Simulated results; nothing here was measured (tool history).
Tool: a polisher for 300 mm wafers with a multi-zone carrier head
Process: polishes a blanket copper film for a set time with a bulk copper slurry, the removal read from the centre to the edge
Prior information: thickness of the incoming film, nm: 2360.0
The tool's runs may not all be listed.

| run | hour | flow of slurry (ml/min) | pressure of the head's centre zone | pressure of the head's middle zone | pressure of the head's edge zone | abrasive content of the slurry | polishing time (s) | film removed at the wafer's centre (nm) | film removed at mid-radius (nm) | film removed at the wafer's edge (nm) |
|---|---|---|---|---|---|---|---|---|---|---|
| 1 | 0.0 | 175 | 1.00 | 1.00 | 1.00 | 1.00 | 77 | 524.38 | 513.37 | 521.73 |
| 2 | 8.0 | 175 | 0.99 | 1.00 | 1.02 | 1.05 | 80 | 536.57 | 544.06 | 557.40 |
| 3 | 17.0 | 175 | 0.94 | 1.00 | 1.02 | 1.05 | 80 | 526.44 | 544.71 | 555.96 |
| 4 | 17.6 | 135 | 0.94 | 1.00 | 1.02 | 1.05 | 80 | 505.09 | 526.94 | 536.97 |
| 5 | 25.7 | 135 | 0.94 | 1.00 | 1.02 | 1.25 | 80 | 523.84 | 544.59 | 577.33 |
| 6 | 33.1 | 135 | 0.94 | 1.00 | 1.02 | 1.25 | 96 | 632.72 | 671.34 | 681.78 |

What will run 7 give?
| 7 | 36.9 | 185 | 0.90 | 0.98 | 1.12 | 1.50 | 98 | ? | ? | ? |

For run 7 the tool returned film removed at the wafer's centre (nm) 686.54, film removed at mid-radius (nm) 739.72, film removed at the wafer's edge (nm) 800.69.

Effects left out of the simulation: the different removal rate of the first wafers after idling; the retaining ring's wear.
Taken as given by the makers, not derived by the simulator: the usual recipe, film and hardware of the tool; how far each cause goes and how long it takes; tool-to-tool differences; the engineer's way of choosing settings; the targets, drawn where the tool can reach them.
